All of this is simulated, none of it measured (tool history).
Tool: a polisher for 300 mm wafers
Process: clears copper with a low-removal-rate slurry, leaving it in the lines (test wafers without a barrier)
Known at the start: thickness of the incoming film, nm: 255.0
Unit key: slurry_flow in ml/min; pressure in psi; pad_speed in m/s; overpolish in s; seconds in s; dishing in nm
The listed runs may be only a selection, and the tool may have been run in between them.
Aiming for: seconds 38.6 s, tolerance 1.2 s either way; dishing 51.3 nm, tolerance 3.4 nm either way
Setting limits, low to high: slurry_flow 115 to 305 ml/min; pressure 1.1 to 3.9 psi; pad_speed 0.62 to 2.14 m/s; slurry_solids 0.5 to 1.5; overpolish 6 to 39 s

Run 1, hour 0: slurry_flow 195 ml/min, pressure 2.5 psi, pad_speed 1.38 m/s, slurry_solids 1, overpolish 20 s. Result: seconds 86.913 s, dishing 37.034 nm.
Run 2, hour 2: slurry_flow 225 ml/min, pressure 2.5 psi, pad_speed 1.38 m/s, slurry_solids 1, overpolish 20 s. Result: seconds 84.918 s, dishing 36.914 nm.
Run 3, hour 5.9: slurry_flow 205 ml/min, pressure 2.5 psi, pad_speed 1.38 m/s, slurry_solids 1, overpolish 20 s. Result: seconds 87.112 s, dishing 37.56 nm.
Run 4, hour 6.6: slurry_flow 205 ml/min, pressure 2.9 psi, pad_speed 1.38 m/s, slurry_solids 1, overpolish 20 s. Result: seconds 74.807 s, dishing 40.805 nm.
Run 5, hour 14.5: slurry_flow 205 ml/min, pressure 2.9 psi, pad_speed 1.38 m/s, slurry_solids 1, overpolish 23 s. Result: seconds 74.945 s, dishing 45.366 nm.
At hour 20.1: head pressure recalibrated.
Run 6, hour 20.1: slurry_flow 205 ml/min, pressure 2.9 psi, pad_speed 1.54 m/s, slurry_solids 1, overpolish 23 s. Result: seconds 60.63 s, dishing 52.854 nm.
Run 7, hour 22.4: slurry_flow 215 ml/min, pressure 3.2 psi, pad_speed 1.56 m/s, slurry_solids 1, overpolish 20 s. Result: seconds 54.476 s, dishing 49.479 nm.
Run 8, hour 23.1: slurry_flow 225 ml/min, pressure 3.4 psi, pad_speed 1.58 m/s, slurry_solids 1, overpolish 19 s. Result: seconds 50.807 s, dishing 52.372 nm.
Run 9, hour 28.6: slurry_flow 225 ml/min, pressure 3.6 psi, pad_speed 1.62 m/s, slurry_solids 1, overpolish 17 s. Result: seconds 45.068 s, dishing 51.172 nm.
Run 10, hour 29.9: slurry_flow 225 ml/min, pressure 3.7 psi, pad_speed 1.64 m/s, slurry_solids 1, overpolish 16 s. Result: seconds 44.342 s, dishing 50.188 nm.

Pick the move, out of 4, that brings all results within their allowed miss; only one does.
Run A, hour 31.2: slurry_flow 225 ml/min, pressure 3.5 psi, pad_speed 1.76 m/s, slurry_solids 1.1, overpolish 13 s. Result: seconds ?, dishing ?.
Run B, hour 31.2: slurry_flow 220 ml/min, pressure 3.7 psi, pad_speed 1.7 m/s, slurry_solids 0.95, overpolish 16 s. Result: seconds ?, dishing ?.
Run C, hour 31.2: slurry_flow 170 ml/min, pressure 3.9 psi, pad_speed 1.76 m/s, slurry_solids 0.95, overpolish 13 s. Result: seconds ?, dishing ?.
Run D, hour 31.2: slurry_flow 230 ml/min, pressure 3.9 psi, pad_speed 1.78 m/s, slurry_solids 1, overpolish 14 s. Result: seconds ?, dishing ?.

move  seconds  dishing
   A   42.186   46.028
   B   43.479   51.723
   C   41.544   46.812
   D   38.646   51.416
A: better than the last run, though not everything is in spec
B: better than the last run, though not everything is in spec
C: better than the last run, though not everything is in spec
D: hits every target within its allowed miss
Go with D: it meets all targets.
